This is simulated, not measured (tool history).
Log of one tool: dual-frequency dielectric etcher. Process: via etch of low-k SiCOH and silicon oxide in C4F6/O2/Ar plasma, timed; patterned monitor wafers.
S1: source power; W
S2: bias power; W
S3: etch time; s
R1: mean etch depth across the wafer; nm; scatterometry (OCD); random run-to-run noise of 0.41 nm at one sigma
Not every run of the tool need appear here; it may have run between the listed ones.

run  hour   S1   S2  S3      R1
  1   0.0  380  209  36  88.661
  2   3.0  380  245  36  92.738
  3   9.7  380  245  36  93.778
  4  10.4  360  241  36  91.656
  5  13.9  340  241  36  90.176
  6  19.2  330  235  36  88.538
  7  20.3  320  230  36  87.484
     26.1  -- bias power generator calibrated
  8  26.1  310  225  36  85.996
  9  27.9  300  221  36  85.204
 10  28.5  290  217  36  83.911

What will run 11 give?
 11  36.8  280  214  36   ?

{"run 11": {"R1": 83.938}}

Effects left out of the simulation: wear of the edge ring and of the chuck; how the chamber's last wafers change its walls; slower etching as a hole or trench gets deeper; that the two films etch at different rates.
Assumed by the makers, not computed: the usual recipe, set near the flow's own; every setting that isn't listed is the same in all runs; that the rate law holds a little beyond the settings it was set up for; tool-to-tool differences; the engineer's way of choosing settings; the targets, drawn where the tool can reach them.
